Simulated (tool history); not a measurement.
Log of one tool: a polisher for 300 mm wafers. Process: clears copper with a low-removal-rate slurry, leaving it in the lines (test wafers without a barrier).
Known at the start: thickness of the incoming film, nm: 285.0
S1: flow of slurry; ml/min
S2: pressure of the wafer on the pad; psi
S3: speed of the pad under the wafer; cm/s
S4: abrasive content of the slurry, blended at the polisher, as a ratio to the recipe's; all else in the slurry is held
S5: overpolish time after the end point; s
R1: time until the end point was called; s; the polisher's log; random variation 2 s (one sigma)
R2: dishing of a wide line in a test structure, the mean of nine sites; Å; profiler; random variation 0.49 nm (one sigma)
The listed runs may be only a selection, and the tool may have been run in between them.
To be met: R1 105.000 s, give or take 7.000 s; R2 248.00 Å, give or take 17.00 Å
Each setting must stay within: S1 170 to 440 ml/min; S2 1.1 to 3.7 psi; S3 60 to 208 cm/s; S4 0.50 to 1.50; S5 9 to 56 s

{"run": 1, "hour": 0.0, "S1": 280, "S2": 2.4, "S3": 134, "S4": 1.0, "S5": 29, "R1": 99.237, "R2": 583.43}
{"run": 2, "hour": 6.2, "S1": 280, "S2": 2.4, "S3": 120, "S4": 1.0, "S5": 29, "R1": 107.85, "R2": 540.62}
{"run": 3, "hour": 12.5, "S1": 295, "S2": 2.2, "S3": 122, "S4": 1.1, "S5": 23, "R1": 117.94, "R2": 408.45}
{"run": 4, "hour": 20.5, "S1": 295, "S2": 2.2, "S3": 108, "S4": 1.1, "S5": 23, "R1": 128.24, "R2": 387.72}
{"run": 5, "hour": 23.4, "S1": 295, "S2": 2.2, "S3": 108, "S4": 1.1, "S5": 14, "R1": 131.74, "R2": 247.2}
{"run": 6, "hour": 30.0, "S1": 295, "S2": 2.4, "S3": 108, "S4": 1.1, "S5": 13, "R1": 121.75, "R2": 236.89}
{"run": 7, "hour": 35.1, "S1": 295, "S2": 2.5, "S3": 108, "S4": 1.1, "S5": 13, "R1": 117.1, "R2": 251.93}
{"run": 8, "hour": 36.2, "S1": 295, "S2": 2.7, "S3": 114, "S4": 1.1, "S5": 9, "R1": 100.85, "R2": 202.02}

Exactly one of the 4 candidate moves below puts every result within its allowed miss. Which one?
{"run": "A", "hour": 37.3, "S1": 310, "S2": 2.7, "S3": 114, "S4": 1.1, "S5": 13, "R1": "?", "R2": "?"}
{"run": "B", "hour": 37.3, "S1": 330, "S2": 2.4, "S3": 120, "S4": 1.2, "S5": 12, "R1": "?", "R2": "?"}
{"run": "C", "hour": 37.3, "S1": 320, "S2": 2.7, "S3": 130, "S4": 0.95, "S5": 9, "R1": "?", "R2": "?"}
{"run": "D", "hour": 37.3, "S1": 300, "S2": 2.5, "S3": 114, "S4": 1.2, "S5": 14, "R1": "?", "R2": "?"}

move=A R1=100.030 R2=278.45
move=B R1=103.890 R2=248.86
move=C R1=91.068 R2=216.22
move=D R1=105.860 R2=282.08
A: takes the biggest miss from the last run beyond its target
B: every result within its allowed miss
C: closer than the last run, but not yet in spec
D: takes the biggest miss from the last run beyond its target
Move B is the one to make.
